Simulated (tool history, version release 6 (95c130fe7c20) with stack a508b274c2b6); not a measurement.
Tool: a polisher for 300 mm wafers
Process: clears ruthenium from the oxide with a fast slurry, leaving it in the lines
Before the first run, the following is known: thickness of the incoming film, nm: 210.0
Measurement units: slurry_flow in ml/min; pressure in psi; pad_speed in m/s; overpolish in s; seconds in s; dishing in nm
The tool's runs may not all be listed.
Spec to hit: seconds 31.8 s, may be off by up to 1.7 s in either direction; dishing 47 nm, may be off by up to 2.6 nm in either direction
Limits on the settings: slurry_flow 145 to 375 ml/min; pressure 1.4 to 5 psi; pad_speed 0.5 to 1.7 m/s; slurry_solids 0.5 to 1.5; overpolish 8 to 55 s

run 1 day=0 | slurry_flow=240 pressure=3.2 pad_speed=1.1 slurry_solids=1 overpolish=28 | seconds=37.17 dishing=116.98
run 2 day=0.133 | slurry_flow=240 pressure=3.2 pad_speed=1.1 slurry_solids=0.9 overpolish=28 | seconds=40.16 dishing=112.85
run 3 day=0.488 | slurry_flow=240 pressure=3.1 pad_speed=1.1 slurry_solids=1 overpolish=25 | seconds=39.64 dishing=104.36
run 4 day=0.658 | slurry_flow=240 pressure=3.1 pad_speed=1.06 slurry_solids=1.05 overpolish=23 | seconds=38.924 dishing=98.311
run 5 day=0.721 | slurry_flow=190 pressure=3.1 pad_speed=1.06 slurry_solids=1.05 overpolish=23 | seconds=39.507 dishing=95.638
run 6 day=0.875 | slurry_flow=185 pressure=3.1 pad_speed=1.02 slurry_solids=1.1 overpolish=21 | seconds=39.454 dishing=89.31
run 7 day=1.108 | slurry_flow=180 pressure=3.2 pad_speed=0.96 slurry_solids=1.15 overpolish=19 | seconds=38.916 dishing=82.144
run 8 day=1.421 | slurry_flow=175 pressure=3.3 pad_speed=0.9 slurry_solids=1.2 overpolish=18 | seconds=39.382 dishing=82.132
run 9 day=1.683 | slurry_flow=170 pressure=3.1 pad_speed=0.98 slurry_solids=1.25 overpolish=17 | seconds=38.184 dishing=78.816
run 10 day=1.85 | slurry_flow=165 pressure=2.9 pad_speed=1.06 slurry_solids=1.3 overpolish=16 | seconds=38.392 dishing=74.018
run 11 day=2.175 | slurry_flow=160 pressure=2.7 pad_speed=1.14 slurry_solids=1.35 overpolish=15 | seconds=38.964 dishing=68.307
run 12 day=2.321 | slurry_flow=145 pressure=1.8 pad_speed=1.44 slurry_solids=1.5 overpolish=8 | seconds=46.824 dishing=32.386
run 13 day=2.642 | slurry_flow=145 pressure=1.9 pad_speed=1.46 slurry_solids=1.5 overpolish=8 | seconds=43.73 dishing=33.868
run 14 day=2.938 | slurry_flow=145 pressure=2 pad_speed=1.46 slurry_solids=1.5 overpolish=8 | seconds=43.739 dishing=35.542
run 15 day=3.046 | slurry_flow=150 pressure=2.1 pad_speed=1.48 slurry_solids=1.5 overpolish=8 | seconds=39.82 dishing=38.344
run 16 day=3.346 | slurry_flow=155 pressure=2.1 pad_speed=1.5 slurry_solids=1.5 overpolish=8 | seconds=39.944 dishing=39.026
run 17 day=3.617 | slurry_flow=155 pressure=2.1 pad_speed=1.52 slurry_solids=1.5 overpolish=8 | seconds=38.794 dishing=39.098
run 18 day=3.817 | slurry_flow=160 pressure=2.1 pad_speed=1.54 slurry_solids=1.5 overpolish=8 | seconds=38.657 dishing=38.551
run 19 day=4.079 | slurry_flow=160 pressure=2.8 pad_speed=1.56 slurry_solids=1.5 overpolish=10 | seconds=29.525 dishing=61.936
run 20 day=4.421 | slurry_flow=160 pressure=2.7 pad_speed=1.58 slurry_solids=1.5 overpolish=10 | seconds=29.93 dishing=58.643
run 21 day=4.733 | slurry_flow=230 pressure=1.8 pad_speed=1.7 slurry_solids=1.5 overpolish=8 | seconds=39.813 dishing=39.123
run 22 day=5.021 | slurry_flow=220 pressure=1.9 pad_speed=1.7 slurry_solids=1.5 overpolish=8 | seconds=37.274 dishing=40.357
run 23 day=5.379 | slurry_flow=215 pressure=2 pad_speed=1.7 slurry_solids=1.5 overpolish=8 | seconds=35.254 dishing=42.785
run 24 day=5.738 | slurry_flow=215 pressure=2 pad_speed=1.7 slurry_solids=1.5 overpolish=8 | seconds=35.679 dishing=42.837
run 25 day=5.946 | slurry_flow=210 pressure=2 pad_speed=1.7 slurry_solids=1.5 overpolish=8 | seconds=35.995 dishing=41.687
run 26 day=6.317 | slurry_flow=205 pressure=2 pad_speed=1.7 slurry_solids=1.5 overpolish=8 | seconds=36.26 dishing=41.816
run 27 day=6.404 | slurry_flow=200 pressure=2 pad_speed=1.7 slurry_solids=1.5 overpolish=8 | seconds=36.202 dishing=42.081
run 28 day=6.696 | slurry_flow=195 pressure=2 pad_speed=1.7 slurry_solids=1.5 overpolish=8 | seconds=35.944 dishing=40.805

Which one of the following 4 next-run settings gets every result inside its allowed miss? There is exactly one.
run A day=6.988 | slurry_flow=205 pressure=2.6 pad_speed=1.5 slurry_solids=1.45 overpolish=8 | seconds=? dishing=?
run B day=6.988 | slurry_flow=255 pressure=1.7 pad_speed=1.66 slurry_solids=1.5 overpolish=8 | seconds=? dishing=?
run C day=6.988 | slurry_flow=210 pressure=1.8 pad_speed=1.56 slurry_solids=1.4 overpolish=8 | seconds=? dishing=?
run D day=6.988 | slurry_flow=165 pressure=1.8 pad_speed=1.7 slurry_solids=1.5 overpolish=8 | seconds=? dishing=?

move=A seconds=30.993 dishing=46.811
move=B seconds=40.671 dishing=36.466
move=C seconds=42.457 dishing=35.036
move=D seconds=40.068 dishing=36.975
A: meets every target
B: misses by more than the last run did
C: misses by more than the last run did
D: misses by more than the last run did
Go with A: it meets all targets.
